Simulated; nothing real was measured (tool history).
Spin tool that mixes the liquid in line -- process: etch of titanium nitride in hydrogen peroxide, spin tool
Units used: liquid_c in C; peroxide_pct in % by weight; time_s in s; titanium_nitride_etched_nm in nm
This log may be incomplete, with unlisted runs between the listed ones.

run  hour  liquid_c  peroxide_pct  time_s  titanium_nitride_etched_nm
  1     0        49            16     305                      9.0068
  2     7      53.5            16     305                      12.408
  3    11      53.5          13.5     305                      12.007
  4  17.9      53.5          16.5     305                       12.43
  5  26.9      54.5          16.5     305                       13.47
  6  32.8      54.5            18     305                      13.756

Run 7 has not been measured yet. What should we expect?
  7  41.7        55            18     305                           ?

{"run 7": {"titanium_nitride_etched_nm": 14.29}}
